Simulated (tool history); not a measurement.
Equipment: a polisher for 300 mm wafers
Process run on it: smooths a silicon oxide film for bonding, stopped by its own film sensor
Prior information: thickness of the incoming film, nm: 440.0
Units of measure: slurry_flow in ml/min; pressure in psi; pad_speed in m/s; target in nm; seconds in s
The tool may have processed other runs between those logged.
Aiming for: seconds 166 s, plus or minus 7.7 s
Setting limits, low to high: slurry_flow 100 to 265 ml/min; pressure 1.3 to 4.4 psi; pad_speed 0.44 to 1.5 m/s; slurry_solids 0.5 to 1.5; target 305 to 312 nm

run 1 day=0 | slurry_flow=170 pressure=2.8 pad_speed=0.96 slurry_solids=1 target=312 | seconds=131.41
run 2 day=0.083 | slurry_flow=170 pressure=3.4 pad_speed=0.96 slurry_solids=1 target=312 | seconds=105.85
run 3 day=0.192 | slurry_flow=170 pressure=3.8 pad_speed=0.96 slurry_solids=1 target=312 | seconds=96.002
run 4 day=0.4 | slurry_flow=170 pressure=3.6 pad_speed=0.96 slurry_solids=1 target=312 | seconds=101.95
run 5 day=0.692 | slurry_flow=170 pressure=3.4 pad_speed=0.96 slurry_solids=1 target=312 | seconds=107.08
run 6 day=0.862 | slurry_flow=170 pressure=3.4 pad_speed=0.96 slurry_solids=1 target=312 | seconds=108.9
run 7 day=0.933 | slurry_flow=170 pressure=3.2 pad_speed=0.96 slurry_solids=1 target=312 | seconds=110.53
run 8 day=1.146 | slurry_flow=170 pressure=3 pad_speed=0.96 slurry_solids=1 target=312 | seconds=122.46
run 9 day=1.225 | slurry_flow=170 pressure=2.9 pad_speed=0.96 slurry_solids=1 target=312 | seconds=125.93
run 10 day=1.379 | slurry_flow=170 pressure=2.8 pad_speed=0.96 slurry_solids=1 target=312 | seconds=125.77
run 11 day=1.488 | slurry_flow=170 pressure=2.7 pad_speed=0.96 slurry_solids=1 target=312 | seconds=133.73
run 12 day=1.779 | slurry_flow=170 pressure=2.6 pad_speed=0.96 slurry_solids=1 target=312 | seconds=134.19
run 13 day=2.038 | slurry_flow=170 pressure=2.5 pad_speed=0.96 slurry_solids=1 target=312 | seconds=140.9
run 14 day=2.104 | slurry_flow=170 pressure=2.4 pad_speed=0.96 slurry_solids=1 target=312 | seconds=150.46

Which one of the following 5 next-run settings gets every result inside its allowed miss? There is exactly one.
run A day=2.171 | slurry_flow=170 pressure=2.5 pad_speed=0.76 slurry_solids=1.1 target=312 | seconds=?
run B day=2.171 | slurry_flow=175 pressure=2.4 pad_speed=0.94 slurry_solids=1 target=312 | seconds=?
run C day=2.171 | slurry_flow=225 pressure=2.7 pad_speed=0.98 slurry_solids=0.75 target=305 | seconds=?
run D day=2.171 | slurry_flow=180 pressure=1.6 pad_speed=1.22 slurry_solids=0.9 target=305 | seconds=?
run E day=2.171 | slurry_flow=125 pressure=3.1 pad_speed=0.9 slurry_solids=0.9 target=305 | seconds=?

move=A seconds=164.89
move=B seconds=149.01
move=C seconds=147.95
move=D seconds=189.96
move=E seconds=143.33
A: every result within its allowed miss
B: moves away from the targets compared with the last run
C: moves away from the targets compared with the last run
D: the result that was furthest off in the last run now lies on the other side of its target
E: moves away from the targets compared with the last run
Correct choice: A, which meets every target
